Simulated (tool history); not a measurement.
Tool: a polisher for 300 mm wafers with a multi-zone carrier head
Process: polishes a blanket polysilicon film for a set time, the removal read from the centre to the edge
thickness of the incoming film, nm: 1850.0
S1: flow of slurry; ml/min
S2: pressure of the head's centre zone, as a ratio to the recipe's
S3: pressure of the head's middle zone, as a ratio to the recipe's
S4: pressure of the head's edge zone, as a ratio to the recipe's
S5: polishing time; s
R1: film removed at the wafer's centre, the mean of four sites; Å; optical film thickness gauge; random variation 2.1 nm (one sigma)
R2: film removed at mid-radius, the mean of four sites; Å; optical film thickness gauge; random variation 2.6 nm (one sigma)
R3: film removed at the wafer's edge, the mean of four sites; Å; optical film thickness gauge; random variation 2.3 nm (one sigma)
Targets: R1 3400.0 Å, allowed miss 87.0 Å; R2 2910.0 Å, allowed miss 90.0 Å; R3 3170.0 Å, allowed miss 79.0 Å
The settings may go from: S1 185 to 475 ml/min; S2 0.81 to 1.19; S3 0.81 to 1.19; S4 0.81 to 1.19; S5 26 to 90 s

run 1 hour=0.0 | S1=305 S2=1.00 S3=1.00 S4=1.00 S5=58 | R1=5344.1 R2=5148.7 R3=5266.1
run 2 hour=1.5 | S1=300 S2=1.00 S3=0.96 S4=0.96 S5=51 | R1=4704.0 R2=4443.5 R3=4523.8
run 3 hour=8.4 | S1=300 S2=1.00 S3=0.96 S4=0.89 S5=51 | R1=4703.8 R2=4365.5 R3=4376.8
run 4 hour=16.1 | S1=300 S2=1.05 S3=0.96 S4=0.89 S5=51 | R1=4893.7 R2=4450.9 R3=4397.1
run 5 hour=23.1 | S1=300 S2=1.09 S3=0.96 S4=0.89 S5=51 | R1=5065.6 R2=4375.8 R3=4349.3
run 6 hour=25.2 | S1=265 S2=1.09 S3=0.96 S4=0.89 S5=51 | R1=4970.4 R2=4349.7 R3=4361.9
run 7 hour=33.0 | S1=270 S2=1.07 S3=0.93 S4=0.89 S5=46 | R1=4401.6 R2=3767.4 R3=3939.3
run 8 hour=38.0 | S1=290 S2=0.99 S3=0.87 S4=0.82 S5=34 | R1=3088.4 R2=2662.9 R3=2807.0
run 9 hour=45.9 | S1=300 S2=1.06 S3=0.92 S4=0.92 S5=33 | R1=3174.9 R2=2709.9 R3=2908.1
run 10 hour=47.3 | S1=295 S2=1.08 S3=0.93 S4=0.95 S5=33 | R1=3269.2 R2=2759.6 R3=2906.5
run 11 hour=54.3 | S1=365 S2=1.06 S3=0.92 S4=1.05 S5=35 | R1=3443.5 R2=2941.0 R3=3257.3
run 12 hour=55.2 | S1=360 S2=1.06 S3=0.92 S4=1.04 S5=35 | R1=3445.3 R2=2930.2 R3=3264.2

Which of these 4 next moves meets every target?
run A hour=56.1 | S1=395 S2=1.10 S3=0.96 S4=1.08 S5=33 | R1=? R2=? R3=?
run B hour=56.1 | S1=330 S2=1.13 S3=0.90 S4=0.98 S5=35 | R1=? R2=? R3=?
run C hour=56.1 | S1=380 S2=1.04 S3=0.90 S4=1.05 S5=35 | R1=? R2=? R3=?
run D hour=56.1 | S1=340 S2=1.07 S3=0.84 S4=0.95 S5=37 | R1=? R2=? R3=?

move=A R1=3390.8 R2=2930.6 R3=3176.8
move=B R1=3613.4 R2=2899.5 R3=3187.7
move=C R1=3420.6 R2=2937.0 R3=3320.4
move=D R1=3660.8 R2=2904.7 R3=3334.1
A: meets every target
B: brings the result that was furthest off to its target, and leaves another outside
C: further off than the last run
D: further off than the last run
The right move is A.

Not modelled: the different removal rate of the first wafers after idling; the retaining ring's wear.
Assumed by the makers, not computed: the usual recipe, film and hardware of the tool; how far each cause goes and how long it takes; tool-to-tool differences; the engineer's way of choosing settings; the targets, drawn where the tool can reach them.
